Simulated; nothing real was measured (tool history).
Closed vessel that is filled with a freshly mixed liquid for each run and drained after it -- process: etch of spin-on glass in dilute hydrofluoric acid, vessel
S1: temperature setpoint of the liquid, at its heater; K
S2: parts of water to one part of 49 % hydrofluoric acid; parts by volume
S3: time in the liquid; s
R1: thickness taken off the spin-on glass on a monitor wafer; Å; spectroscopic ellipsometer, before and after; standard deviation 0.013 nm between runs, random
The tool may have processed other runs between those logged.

| run | day | S1 | S2 | S3 | R1 |
|---|---|---|---|---|---|
| 1 | 0.000 | 297.15 | 285 | 30 | 33.197 |
| 2 | 0.092 | 295.65 | 290 | 30 | 31.179 |
| 3 | 0.167 | 295.65 | 290 | 30 | 31.187 |
| 4 | 0.442 | 295.65 | 290 | 30 | 30.864 |
| 5 | 0.792 | 295.65 | 290 | 30 | 31.030 |
| 6 | 1.100 | 294.65 | 295 | 30 | 29.159 |
| 7 | 1.250 | 293.65 | 300 | 30 | 27.736 |

For run 8, what comes out?
| 8 | 1.533 | 293.15 | 305 | 30 | ? |

R1: 26.687 Å
